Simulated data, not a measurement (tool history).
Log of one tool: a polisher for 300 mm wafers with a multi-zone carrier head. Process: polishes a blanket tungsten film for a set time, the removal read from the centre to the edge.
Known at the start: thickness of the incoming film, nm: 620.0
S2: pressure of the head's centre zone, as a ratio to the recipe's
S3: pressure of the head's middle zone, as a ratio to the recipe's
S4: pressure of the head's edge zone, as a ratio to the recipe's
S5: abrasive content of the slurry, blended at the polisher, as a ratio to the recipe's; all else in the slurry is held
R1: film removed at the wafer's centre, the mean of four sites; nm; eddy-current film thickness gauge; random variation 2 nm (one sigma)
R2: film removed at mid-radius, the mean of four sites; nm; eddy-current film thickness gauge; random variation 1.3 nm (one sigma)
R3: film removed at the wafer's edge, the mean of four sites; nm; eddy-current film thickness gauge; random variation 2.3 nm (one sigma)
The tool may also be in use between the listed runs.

{"run": 1, "hour": 0.0, "flow of slurry (ml/min)": 190, "S2": 1.0, "S3": 1.0, "S4": 1.0, "S5": 1.0, "polishing time (s)": 29, "R1": 253.88, "R2": 256.76, "R3": 238.29}
{"run": 2, "hour": 6.1, "flow of slurry (ml/min)": 185, "S2": 0.96, "S3": 0.99, "S4": 0.97, "S5": 0.9, "polishing time (s)": 27, "R1": 216.29, "R2": 225.87, "R3": 205.94}
{"run": 3, "hour": 7.6, "flow of slurry (ml/min)": 175, "S2": 0.92, "S3": 0.97, "S4": 0.96, "S5": 0.8, "polishing time (s)": 27, "R1": 199.54, "R2": 211.48, "R3": 194.54}
{"run": 4, "hour": 16.1, "flow of slurry (ml/min)": 165, "S2": 0.89, "S3": 0.97, "S4": 0.96, "S5": 0.75, "polishing time (s)": 26, "R1": 176.52, "R2": 197.72, "R3": 180.9}
{"run": 5, "hour": 20.2, "flow of slurry (ml/min)": 165, "S2": 0.89, "S3": 0.97, "S4": 0.96, "S5": 0.85, "polishing time (s)": 26, "R1": 187.25, "R2": 207.74, "R3": 187.44}
{"run": 6, "hour": 28.7, "flow of slurry (ml/min)": 165, "S2": 0.89, "S3": 0.97, "S4": 1.02, "S5": 0.85, "polishing time (s)": 26, "R1": 183.32, "R2": 206.65, "R3": 199.81}
{"run": 7, "hour": 33.0, "flow of slurry (ml/min)": 160, "S2": 0.87, "S3": 0.96, "S4": 1.0, "S5": 0.8, "polishing time (s)": 26, "R1": 177.01, "R2": 198.1, "R3": 188.6}
{"run": 8, "hour": 34.0, "flow of slurry (ml/min)": 160, "S2": 0.87, "S3": 0.96, "S4": 1.0, "S5": 0.8, "polishing time (s)": 26, "R1": 176.8, "R2": 201.27, "R3": 187.82}

Run 9 comes next. What will it give?
{"run": 9, "hour": 42.1, "flow of slurry (ml/min)": 155, "S2": 0.86, "S3": 0.95, "S4": 0.99, "S5": 0.75, "polishing time (s)": 26, "R1": "?", "R2": "?", "R3": "?"}

Run 9 gave R1 169.65 nm, R2 194.27 nm, R3 180.61 nm.
